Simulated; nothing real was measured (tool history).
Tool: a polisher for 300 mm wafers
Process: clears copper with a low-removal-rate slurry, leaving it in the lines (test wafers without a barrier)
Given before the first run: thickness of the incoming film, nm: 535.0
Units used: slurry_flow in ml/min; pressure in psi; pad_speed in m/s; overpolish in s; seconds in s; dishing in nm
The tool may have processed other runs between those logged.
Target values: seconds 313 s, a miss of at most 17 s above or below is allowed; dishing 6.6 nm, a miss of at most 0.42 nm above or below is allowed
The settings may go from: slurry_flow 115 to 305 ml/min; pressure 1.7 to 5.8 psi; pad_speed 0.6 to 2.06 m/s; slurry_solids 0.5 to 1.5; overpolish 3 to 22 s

| run | hour | slurry_flow | pressure | pad_speed | slurry_solids | overpolish | seconds | dishing |
|---|---|---|---|---|---|---|---|---|
| 1 | 0 | 195 | 3.7 | 1.32 | 1 | 11 | 128.39 | 17.71 |
| 2 | 1.2 | 195 | 3.7 | 1.48 | 1 | 11 | 114.2 | 17.786 |
| 3 | 10.1 | 195 | 3.7 | 1.48 | 0.8 | 11 | 121.35 | 17.483 |
| 4 | 15.2 | 185 | 3.4 | 1.42 | 0.75 | 10 | 140.44 | 15.125 |
| 5 | 23.8 | 185 | 2.5 | 1.42 | 0.75 | 10 | 189.17 | 13.454 |
| 6 | 26.3 | 175 | 2.4 | 1.38 | 0.7 | 9 | 216.88 | 12.146 |
| 7 | 28.4 | 165 | 2.3 | 1.38 | 0.65 | 8 | 225.45 | 10.349 |
| 8 | 32.2 | 165 | 2.3 | 1.38 | 0.65 | 8 | 223.63 | 10.354 |
|  | 37.8 | slurry blender recalibrated |
| 9 | 37.8 | 160 | 2.2 | 1.36 | 0.65 | 7 | 229.33 | 9.4675 |
| 10 | 44.7 | 155 | 2.1 | 1.34 | 0.65 | 7 | 241.55 | 9.4361 |
| 11 | 46.2 | 155 | 2.1 | 1.32 | 0.65 | 7 | 245.62 | 8.7725 |
| 12 | 48.5 | 150 | 2 | 1.3 | 0.65 | 7 | 259.15 | 8.5328 |
| 13 | 53.6 | 145 | 2 | 1.28 | 0.65 | 7 | 271.84 | 8.1643 |
| 14 | 62.4 | 140 | 2 | 1.28 | 0.65 | 7 | 276.42 | 8.4234 |
| 15 | 71.1 | 135 | 1.8 | 1.26 | 0.65 | 5 | 304.61 | 5.7937 |
| 16 | 73.3 | 145 | 1.7 | 1.24 | 0.6 | 5 | 341.16 | 5.3725 |

4 candidate next runs follow, results not yet known. Just one meets every target within its allowed miss. Identify it.
| A | 75.5 | 120 | 1.7 | 1.38 | 0.65 | 6 | ? | ? |
| B | 75.5 | 150 | 1.8 | 1.2 | 0.5 | 7 | ? | ? |
| C | 75.5 | 115 | 1.7 | 1.26 | 0.5 | 7 | ? | ? |
| D | 75.5 | 170 | 1.7 | 1.14 | 0.5 | 6 | ? | ? |

| move | seconds | dishing |
|---|---|---|
| A | 308.39 | 6.5908 |
| B | 345.6 | 6.8131 |
| C | 370.67 | 6.4329 |
| D | 374.2 | 5.6156 |
A: every result lands within tolerance
B: the worst result of the last run now meets its target, but another is out of spec
C: the worst result of the last run now meets its target, but another is out of spec
D: the biggest miss grows against the last run
A is the move that brings every result within its allowed miss.
